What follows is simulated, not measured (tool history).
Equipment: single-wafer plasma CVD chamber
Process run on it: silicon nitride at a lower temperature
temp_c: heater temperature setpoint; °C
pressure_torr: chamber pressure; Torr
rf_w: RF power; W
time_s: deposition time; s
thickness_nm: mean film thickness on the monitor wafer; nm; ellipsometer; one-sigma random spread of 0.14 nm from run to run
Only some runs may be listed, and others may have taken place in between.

{"run": 1, "day": 0.0, "temp_c": 350, "pressure_torr": 1.24, "rf_w": 275, "time_s": 34.2, "thickness_nm": 33.976}
{"run": 2, "day": 0.083, "temp_c": 350, "pressure_torr": 1.17, "rf_w": 270, "time_s": 34.2, "thickness_nm": 32.789}
{"run": 3, "day": 0.308, "temp_c": 350, "pressure_torr": 1.26, "rf_w": 270, "time_s": 34.2, "thickness_nm": 33.701}
{"run": 4, "day": 0.608, "temp_c": 350, "pressure_torr": 1.2, "rf_w": 270, "time_s": 34.2, "thickness_nm": 33.018}
{"run": 5, "day": 0.892, "temp_c": 341, "pressure_torr": 1.2, "rf_w": 270, "time_s": 34.2, "thickness_nm": 33.228}
{"run": 6, "day": 1.183, "temp_c": 341, "pressure_torr": 1.15, "rf_w": 270, "time_s": 34.2, "thickness_nm": 33.001}

What does the tool deliver on the next run?
{"run": 7, "day": 1.3, "temp_c": 341, "pressure_torr": 1.1, "rf_w": 270, "time_s": 34.2, "thickness_nm": "?"}

thickness_nm: 32.453 nm

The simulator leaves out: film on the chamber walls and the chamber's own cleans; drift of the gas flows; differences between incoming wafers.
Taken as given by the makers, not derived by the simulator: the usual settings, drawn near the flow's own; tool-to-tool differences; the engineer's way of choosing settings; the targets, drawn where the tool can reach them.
